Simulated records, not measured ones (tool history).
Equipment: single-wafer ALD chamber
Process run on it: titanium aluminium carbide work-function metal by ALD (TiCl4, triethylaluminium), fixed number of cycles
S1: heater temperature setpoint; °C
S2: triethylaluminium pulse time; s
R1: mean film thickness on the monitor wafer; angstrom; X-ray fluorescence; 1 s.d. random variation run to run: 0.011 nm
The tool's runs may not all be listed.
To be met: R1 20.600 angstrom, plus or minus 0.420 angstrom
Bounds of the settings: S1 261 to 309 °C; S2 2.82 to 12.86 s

run	hour	S1	S2	R1
1	0.0	285	7.84	18.570
2	3.7	285	5.81	16.623
3	5.6	285	6.75	17.660
4	8.0	292	6.75	18.362
5	16.8	292	7.61	18.904
6	22.2	282	7.61	17.815
7	24.0	286	7.74	18.528
8	31.4	289	7.85	18.877
9	33.2	292	7.94	19.326
10	40.9	292	7.94	19.242
11	43.8	294	8.02	19.481
12	45.5	296	8.09	19.763
13	46.3	297	8.14	19.790

Pick the move, out of 5, that brings all results within their allowed miss; only one does.
A	47.1	304	11.51	?
B	47.1	300	6.14	?
C	47.1	296	8.32	?
D	47.1	308	9.70	?
E	47.1	306	8.13	?

move	R1
A	21.471
B	18.337
C	19.788
D	21.527
E	20.678
A: carries the result that was furthest off beyond its target, to the other side
B: its largest miss is bigger than the last run's
C: as far off as the last run
D: carries the result that was furthest off beyond its target, to the other side
E: hits every target within its allowed miss
Answer: E
